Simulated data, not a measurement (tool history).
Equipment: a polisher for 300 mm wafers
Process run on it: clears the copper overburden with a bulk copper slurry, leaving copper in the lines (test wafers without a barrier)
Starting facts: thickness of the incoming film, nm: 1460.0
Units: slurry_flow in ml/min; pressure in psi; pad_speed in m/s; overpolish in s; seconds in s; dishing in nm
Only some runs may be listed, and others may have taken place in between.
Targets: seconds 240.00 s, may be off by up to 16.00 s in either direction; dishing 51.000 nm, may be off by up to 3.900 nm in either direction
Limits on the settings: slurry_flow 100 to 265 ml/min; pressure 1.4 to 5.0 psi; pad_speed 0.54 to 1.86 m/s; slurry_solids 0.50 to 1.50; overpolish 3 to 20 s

| run | hour | slurry_flow | pressure | pad_speed | slurry_solids | overpolish | seconds | dishing |
|---|---|---|---|---|---|---|---|---|
| 1 | 0.0 | 170 | 3.2 | 1.18 | 1.00 | 10 | 136.00 | 68.329 |
| 2 | 6.8 | 170 | 2.6 | 1.18 | 1.00 | 10 | 155.80 | 64.481 |
| 3 | 8.0 | 170 | 2.6 | 1.40 | 1.00 | 10 | 134.80 | 71.278 |
| 4 | 9.0 | 165 | 2.3 | 1.30 | 1.00 | 10 | 153.59 | 63.085 |
| 5 | 11.5 | 165 | 2.0 | 1.20 | 1.00 | 11 | 178.73 | 61.322 |
| 6 | 18.9 | 150 | 2.0 | 1.20 | 1.00 | 11 | 175.07 | 58.587 |
| 7 | 27.3 | 150 | 1.8 | 1.14 | 1.00 | 11 | 201.27 | 55.546 |
| 8 | 32.2 | 150 | 1.7 | 1.12 | 1.00 | 11 | 215.67 | 53.254 |
| 9 | 34.3 | 150 | 1.6 | 1.12 | 1.00 | 11 | 213.41 | 51.839 |

Of the 5 settings listed for the next run, only one would bring every result within its allowed miss of target. Which one?
| A | 36.4 | 175 | 1.4 | 1.22 | 0.85 | 13 | ? | ? |
| B | 36.4 | 100 | 1.9 | 1.22 | 1.05 | 13 | ? | ? |
| C | 36.4 | 165 | 1.7 | 1.08 | 0.95 | 11 | ? | ? |
| D | 36.4 | 110 | 1.5 | 1.12 | 0.75 | 12 | ? | ? |
| E | 36.4 | 195 | 1.8 | 0.92 | 1.00 | 9 | ? | ? |

| move | seconds | dishing |
|---|---|---|
| A | 203.96 | 57.947 |
| B | 183.88 | 63.648 |
| C | 208.43 | 50.198 |
| D | 233.77 | 48.853 |
| E | 230.36 | 39.013 |
A: its largest miss is bigger than the last run's
B: its largest miss is bigger than the last run's
C: its largest miss is bigger than the last run's
D: meets every target
E: brings the result that was furthest off to its target, and leaves another outside
The right move is D.
